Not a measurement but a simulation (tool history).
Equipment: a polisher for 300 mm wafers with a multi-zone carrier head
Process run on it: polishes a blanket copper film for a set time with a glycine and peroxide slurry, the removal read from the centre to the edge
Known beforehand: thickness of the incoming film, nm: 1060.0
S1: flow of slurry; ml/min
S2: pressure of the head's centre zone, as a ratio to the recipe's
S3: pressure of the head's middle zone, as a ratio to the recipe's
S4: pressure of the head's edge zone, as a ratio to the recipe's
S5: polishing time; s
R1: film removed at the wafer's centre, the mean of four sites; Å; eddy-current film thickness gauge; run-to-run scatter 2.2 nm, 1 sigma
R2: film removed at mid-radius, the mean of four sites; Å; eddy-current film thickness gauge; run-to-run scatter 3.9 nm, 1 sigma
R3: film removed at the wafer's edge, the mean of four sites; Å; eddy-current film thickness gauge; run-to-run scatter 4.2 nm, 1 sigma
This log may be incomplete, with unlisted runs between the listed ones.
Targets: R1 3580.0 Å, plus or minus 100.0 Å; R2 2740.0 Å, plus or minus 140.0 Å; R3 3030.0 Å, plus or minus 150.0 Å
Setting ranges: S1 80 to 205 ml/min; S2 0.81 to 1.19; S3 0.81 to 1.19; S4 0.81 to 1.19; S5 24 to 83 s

{"run": 1, "day": 0.0, "S1": 135, "S2": 1.0, "S3": 1.0, "S4": 1.0, "S5": 53, "R1": 2170.6, "R2": 2115.1, "R3": 2153.0}
{"run": 2, "day": 0.058, "S1": 140, "S2": 1.03, "S3": 0.99, "S4": 1.02, "S5": 55, "R1": 2340.4, "R2": 2190.2, "R3": 2320.6}
{"run": 3, "day": 0.262, "S1": 140, "S2": 1.03, "S3": 0.99, "S4": 1.02, "S5": 44, "R1": 1863.4, "R2": 1755.1, "R3": 1799.2}
{"run": 4, "day": 0.362, "S1": 110, "S2": 1.03, "S3": 0.99, "S4": 1.02, "S5": 44, "R1": 1763.6, "R2": 1617.8, "R3": 1746.7}
{"run": 5, "day": 0.621, "S1": 80, "S2": 1.03, "S3": 0.99, "S4": 1.02, "S5": 44, "R1": 1578.5, "R2": 1459.8, "R3": 1623.8}
{"run": 6, "day": 0.742, "S1": 110, "S2": 1.03, "S3": 0.99, "S4": 1.02, "S5": 44, "R1": 1756.6, "R2": 1613.7, "R3": 1767.0}
{"run": 7, "day": 0.979, "S1": 120, "S2": 1.05, "S3": 0.98, "S4": 1.03, "S5": 47, "R1": 1962.3, "R2": 1735.0, "R3": 1913.2}
{"run": 8, "day": 1.275, "S1": 130, "S2": 1.07, "S3": 0.99, "S4": 1.04, "S5": 49, "R1": 2123.9, "R2": 1964.2, "R3": 2011.1}
{"run": 9, "day": 1.517, "S1": 140, "S2": 1.09, "S3": 0.97, "S4": 1.05, "S5": 51, "R1": 2306.7, "R2": 1948.7, "R3": 2103.4}
{"run": 10, "day": 1.704, "S1": 145, "S2": 1.1, "S3": 0.97, "S4": 1.06, "S5": 53, "R1": 2452.4, "R2": 2043.8, "R3": 2279.8}
{"run": 11, "day": 1.862, "S1": 150, "S2": 1.11, "S3": 0.97, "S4": 1.07, "S5": 54, "R1": 2538.0, "R2": 2142.3, "R3": 2327.7}
{"run": 12, "day": 2.012, "S1": 155, "S2": 1.12, "S3": 0.97, "S4": 1.08, "S5": 55, "R1": 2617.4, "R2": 2132.4, "R3": 2301.8}
{"run": 13, "day": 2.058, "S1": 155, "S2": 1.12, "S3": 0.97, "S4": 1.08, "S5": 57, "R1": 2693.9, "R2": 2209.7, "R3": 2479.7}
{"run": 14, "day": 2.412, "S1": 160, "S2": 1.13, "S3": 0.97, "S4": 1.08, "S5": 58, "R1": 2767.4, "R2": 2257.7, "R3": 2586.3}
{"run": 15, "day": 2.483, "S1": 165, "S2": 1.14, "S3": 0.97, "S4": 1.05, "S5": 59, "R1": 2849.7, "R2": 2362.7, "R3": 2569.4}
{"run": 16, "day": 2.667, "S1": 170, "S2": 1.15, "S3": 0.97, "S4": 1.06, "S5": 60, "R1": 3003.9, "R2": 2459.1, "R3": 2538.8}
{"run": 17, "day": 2.708, "S1": 175, "S2": 1.16, "S3": 0.97, "S4": 1.07, "S5": 61, "R1": 3060.2, "R2": 2464.8, "R3": 2668.8}
{"run": 18, "day": 2.862, "S1": 180, "S2": 1.16, "S3": 0.97, "S4": 1.07, "S5": 62, "R1": 3128.9, "R2": 2569.0, "R3": 2814.6}
{"run": 19, "day": 3.067, "S1": 180, "S2": 1.16, "S3": 0.97, "S4": 1.07, "S5": 62, "R1": 3133.8, "R2": 2572.7, "R3": 2795.4}
{"run": 20, "day": 3.346, "S1": 180, "S2": 1.16, "S3": 0.96, "S4": 1.06, "S5": 63, "R1": 3226.1, "R2": 2501.3, "R3": 2769.1}
{"run": 21, "day": 3.379, "S1": 180, "S2": 1.16, "S3": 0.96, "S4": 1.06, "S5": 64, "R1": 3242.0, "R2": 2625.8, "R3": 2771.2}
{"run": 22, "day": 3.433, "S1": 180, "S2": 1.16, "S3": 0.96, "S4": 1.07, "S5": 64, "R1": 3225.4, "R2": 2593.9, "R3": 2839.1}
{"run": 23, "day": 3.575, "S1": 180, "S2": 1.16, "S3": 0.96, "S4": 1.07, "S5": 65, "R1": 3267.6, "R2": 2579.7, "R3": 2820.3}

Below are 5 possible settings for the next run. Only one of them brings all results inside the allowed miss of their targets. Which is it?
{"run": "A", "day": 3.717, "S1": 200, "S2": 1.1, "S3": 0.86, "S4": 1.14, "S5": 73, "R1": "?", "R2": "?", "R3": "?"}
{"run": "B", "day": 3.717, "S1": 200, "S2": 1.12, "S3": 0.88, "S4": 1.19, "S5": 72, "R1": "?", "R2": "?", "R3": "?"}
{"run": "C", "day": 3.717, "S1": 165, "S2": 1.12, "S3": 0.97, "S4": 1.09, "S5": 69, "R1": "?", "R2": "?", "R3": "?"}
{"run": "D", "day": 3.717, "S1": 145, "S2": 1.18, "S3": 0.91, "S4": 1.04, "S5": 73, "R1": "?", "R2": "?", "R3": "?"}
{"run": "E", "day": 3.717, "S1": 165, "S2": 1.15, "S3": 1.0, "S4": 0.85, "S5": 77, "R1": "?", "R2": "?", "R3": "?"}

move=A R1=3558.8 R2=2832.2 R3=3330.0
move=B R1=3574.8 R2=2843.9 R3=3357.7
move=C R1=3311.8 R2=2856.4 R3=3003.0
move=D R1=3592.1 R2=2801.8 R3=3051.9
move=E R1=3796.2 R2=3267.6 R3=2977.0
A: meets the target for the result that was furthest off, but another lies outside its allowed miss
B: meets the target for the result that was furthest off, but another lies outside its allowed miss
C: closes in on the targets versus the last run, not all within tolerance yet
D: each result inside its tolerance
E: pushes the last run's worst result past its target
Answer: D
